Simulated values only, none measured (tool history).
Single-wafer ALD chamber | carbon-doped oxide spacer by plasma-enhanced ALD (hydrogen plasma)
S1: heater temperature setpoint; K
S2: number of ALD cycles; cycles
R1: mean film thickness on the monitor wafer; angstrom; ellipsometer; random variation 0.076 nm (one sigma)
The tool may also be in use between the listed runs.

{"run": 1, "hour": 0.0, "S1": 658.15, "S2": 291, "R1": 150.39}
{"run": 2, "hour": 0.6, "S1": 658.15, "S2": 258, "R1": 133.72}
{"run": 3, "hour": 2.2, "S1": 658.15, "S2": 268, "R1": 137.85}
{"run": 4, "hour": 6.9, "S1": 650.15, "S2": 268, "R1": 138.47}
{"run": 5, "hour": 15.8, "S1": 650.15, "S2": 285, "R1": 145.54}
{"run": 6, "hour": 17.2, "S1": 640.15, "S2": 285, "R1": 146.36}
{"run": 7, "hour": 21.3, "S1": 639.15, "S2": 332, "R1": 171.29}
{"run": 8, "hour": 29.2, "S1": 639.15, "S2": 334, "R1": 170.73}
{"run": 9, "hour": 34.1, "S1": 639.15, "S2": 336, "R1": 174.22}
{"run": 10, "hour": 38.1, "S1": 639.15, "S2": 337, "R1": 174.49}

The next listed run, before its measurement:
{"run": 11, "hour": 42.8, "S1": 639.15, "S2": 338, "R1": "?"}

R1: 174.30 angstrom
